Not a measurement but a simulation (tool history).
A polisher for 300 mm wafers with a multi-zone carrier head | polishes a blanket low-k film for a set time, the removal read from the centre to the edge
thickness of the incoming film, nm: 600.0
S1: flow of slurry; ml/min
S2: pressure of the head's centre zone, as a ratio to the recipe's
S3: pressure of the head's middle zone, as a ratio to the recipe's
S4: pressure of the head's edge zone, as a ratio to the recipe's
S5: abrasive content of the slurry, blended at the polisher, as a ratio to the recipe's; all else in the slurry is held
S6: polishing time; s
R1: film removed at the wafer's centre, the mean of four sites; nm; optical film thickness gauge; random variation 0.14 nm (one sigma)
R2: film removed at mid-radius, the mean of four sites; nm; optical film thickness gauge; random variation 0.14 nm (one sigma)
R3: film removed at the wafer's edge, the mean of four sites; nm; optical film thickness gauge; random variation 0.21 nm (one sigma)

run  hour   S1    S2    S3    S4  S5  S6      R1      R2      R3
  1     0  155     1     1     1   1  40  18.241  18.729  19.533
  2     1  155     1     1  0.95   1  40  18.054   18.88  19.505
  3   5.7  115     1     1  0.95   1  40   16.88   17.37  17.878
  4   7.6  115  0.92     1  0.95   1  40  15.277  17.954  17.877
  5   9.7  110  0.94     1  0.93   1  40  15.452   17.67  17.916
  6  17.9  110  0.94     1  0.86   1  40  15.372  17.661  17.163
       21  -- centre zone pressure recalibrated
  7    21  110  0.95     1  0.85   1  40  16.867  17.589  17.141
  8  28.2  110  0.95  0.99  0.84   1  40  16.921   17.32  16.993

Forecast run 9:
  9  29.2  105  0.93  0.97  0.83  0.95  40   ?   ?   ?

R1: 15.99 nm
R2: 16.47 nm
R3: 16.684 nm
